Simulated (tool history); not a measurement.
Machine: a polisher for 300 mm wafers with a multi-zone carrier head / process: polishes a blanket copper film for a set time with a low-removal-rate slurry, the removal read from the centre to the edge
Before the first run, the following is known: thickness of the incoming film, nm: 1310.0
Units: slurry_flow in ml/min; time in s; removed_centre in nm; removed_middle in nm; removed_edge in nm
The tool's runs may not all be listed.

{"run": 1, "hour": 0.0, "slurry_flow": 125, "centre_zone": 1, "middle_zone": 1, "edge_zone": 1, "slurry_solids": 1, "time": 36, "removed_centre": 55.302, "removed_middle": 59.118, "removed_edge": 59.479}
{"run": 2, "hour": 0.6, "slurry_flow": 120, "centre_zone": 1, "middle_zone": 0.98, "edge_zone": 1, "slurry_solids": 1, "time": 36, "removed_centre": 54.856, "removed_middle": 56.405, "removed_edge": 59.968}
{"run": 3, "hour": 6.5, "slurry_flow": 115, "centre_zone": 0.99, "middle_zone": 0.98, "edge_zone": 0.99, "slurry_solids": 1, "time": 36, "removed_centre": 53.247, "removed_middle": 56.771, "removed_edge": 58.295}
{"run": 4, "hour": 11.2, "slurry_flow": 110, "centre_zone": 0.99, "middle_zone": 0.97, "edge_zone": 0.99, "slurry_solids": 1, "time": 36, "removed_centre": 53.479, "removed_middle": 54.418, "removed_edge": 57.455}
{"run": 5, "hour": 14.6, "slurry_flow": 110, "centre_zone": 1.05, "middle_zone": 0.97, "edge_zone": 0.99, "slurry_solids": 1, "time": 36, "removed_centre": 54.479, "removed_middle": 54.275, "removed_edge": 57.764}
{"run": 6, "hour": 23.1, "slurry_flow": 110, "centre_zone": 1.05, "middle_zone": 0.97, "edge_zone": 0.93, "slurry_solids": 1, "time": 36, "removed_centre": 54.647, "removed_middle": 55.4, "removed_edge": 55.771}
{"run": 7, "hour": 31.3, "slurry_flow": 105, "centre_zone": 1.03, "middle_zone": 0.96, "edge_zone": 0.94, "slurry_solids": 1, "time": 36, "removed_centre": 53.023, "removed_middle": 54.606, "removed_edge": 56.229}
{"run": 8, "hour": 36.2, "slurry_flow": 80, "centre_zone": 0.99, "middle_zone": 0.88, "edge_zone": 0.96, "slurry_solids": 0.95, "time": 36, "removed_centre": 46.735, "removed_middle": 47.89, "removed_edge": 53.23}
{"hour": 42.6, "done": "slurry nozzle cleaned"}
{"run": 9, "hour": 42.6, "slurry_flow": 85, "centre_zone": 0.99, "middle_zone": 0.88, "edge_zone": 0.96, "slurry_solids": 0.95, "time": 36, "removed_centre": 54.908, "removed_middle": 54.402, "removed_edge": 58.987}
{"run": 10, "hour": 45.9, "slurry_flow": 85, "centre_zone": 0.99, "middle_zone": 0.88, "edge_zone": 0.97, "slurry_solids": 0.95, "time": 36, "removed_centre": 54.388, "removed_middle": 53.476, "removed_edge": 58.839}
{"run": 11, "hour": 52.5, "slurry_flow": 85, "centre_zone": 0.98, "middle_zone": 0.88, "edge_zone": 0.98, "slurry_solids": 0.95, "time": 36, "removed_centre": 53.553, "removed_middle": 53.409, "removed_edge": 58.699}
{"run": 12, "hour": 56.8, "slurry_flow": 85, "centre_zone": 0.97, "middle_zone": 0.88, "edge_zone": 0.99, "slurry_solids": 0.9, "time": 36, "removed_centre": 53.286, "removed_middle": 53.04, "removed_edge": 58.136}
{"run": 13, "hour": 61.0, "slurry_flow": 85, "centre_zone": 0.97, "middle_zone": 0.88, "edge_zone": 0.99, "slurry_solids": 0.9, "time": 36, "removed_centre": 54.812, "removed_middle": 53.354, "removed_edge": 58.962}
{"run": 14, "hour": 67.9, "slurry_flow": 85, "centre_zone": 0.98, "middle_zone": 0.88, "edge_zone": 0.99, "slurry_solids": 0.95, "time": 36, "removed_centre": 54.296, "removed_middle": 54.229, "removed_edge": 59.101}
{"run": 15, "hour": 73.4, "slurry_flow": 85, "centre_zone": 0.96, "middle_zone": 0.88, "edge_zone": 0.98, "slurry_solids": 0.9, "time": 36, "removed_centre": 53.233, "removed_middle": 52.564, "removed_edge": 58.88}
{"run": 16, "hour": 81.7, "slurry_flow": 75, "centre_zone": 0.9, "middle_zone": 0.9, "edge_zone": 0.92, "slurry_solids": 0.8, "time": 35, "removed_centre": 45.762, "removed_middle": 49.932, "removed_edge": 53.117}
{"run": 17, "hour": 86.1, "slurry_flow": 75, "centre_zone": 0.89, "middle_zone": 0.89, "edge_zone": 0.92, "slurry_solids": 0.8, "time": 35, "removed_centre": 46.327, "removed_middle": 49.751, "removed_edge": 52.821}
{"run": 18, "hour": 88.8, "slurry_flow": 75, "centre_zone": 0.88, "middle_zone": 0.88, "edge_zone": 0.93, "slurry_solids": 0.8, "time": 35, "removed_centre": 45.923, "removed_middle": 49.356, "removed_edge": 52.658}
{"run": 19, "hour": 97.8, "slurry_flow": 75, "centre_zone": 0.88, "middle_zone": 0.87, "edge_zone": 0.94, "slurry_solids": 0.8, "time": 35, "removed_centre": 45.49, "removed_middle": 48.356, "removed_edge": 53.169}
{"run": 20, "hour": 104.1, "slurry_flow": 80, "centre_zone": 0.88, "middle_zone": 0.87, "edge_zone": 0.95, "slurry_solids": 0.8, "time": 35, "removed_centre": 46.4, "removed_middle": 49.838, "removed_edge": 53.427}

What will run 21 give?
{"run": 21, "hour": 105.5, "slurry_flow": 80, "centre_zone": 0.88, "middle_zone": 0.86, "edge_zone": 0.96, "slurry_solids": 0.8, "time": 35, "removed_centre": "?", "removed_middle": "?", "removed_edge": "?"}

Run 21 measured removed_centre 46.428 nm, removed_middle 49.533 nm, removed_edge 55.092 nm.
